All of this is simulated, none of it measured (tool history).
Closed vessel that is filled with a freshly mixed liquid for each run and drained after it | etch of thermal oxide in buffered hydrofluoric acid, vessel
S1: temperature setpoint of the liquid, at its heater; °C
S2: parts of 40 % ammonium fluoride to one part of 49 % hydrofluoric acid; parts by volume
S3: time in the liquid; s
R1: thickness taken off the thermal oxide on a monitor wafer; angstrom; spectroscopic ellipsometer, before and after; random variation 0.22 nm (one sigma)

Run 1, hour 0: S1 24 °C, S2 12.5 parts by volume, S3 95 s. Result: R1 758.39 angstrom.
Run 2, hour 2.2: S1 24 °C, S2 12.5 parts by volume, S3 95 s. Result: R1 759.46 angstrom.
Run 3, hour 10.4: S1 24 °C, S2 12.5 parts by volume, S3 100 s. Result: R1 797.19 angstrom.
Run 4, hour 12.6: S1 22.5 °C, S2 12.5 parts by volume, S3 100 s. Result: R1 735.99 angstrom.
Run 5, hour 21.7: S1 22.5 °C, S2 10.5 parts by volume, S3 100 s. Result: R1 870.18 angstrom.
Run 6, hour 22.9: S1 22.5 °C, S2 10.5 parts by volume, S3 100 s. Result: R1 873.96 angstrom.
Run 7, hour 26.6: S1 21 °C, S2 11 parts by volume, S3 100 s. Result: R1 765.87 angstrom.

The next listed run, before its measurement:
Run 8, hour 28.1: S1 20 °C, S2 11.5 parts by volume, S3 100 s. Result: R1 ?.

{"run 8": {"R1": 693.33}}
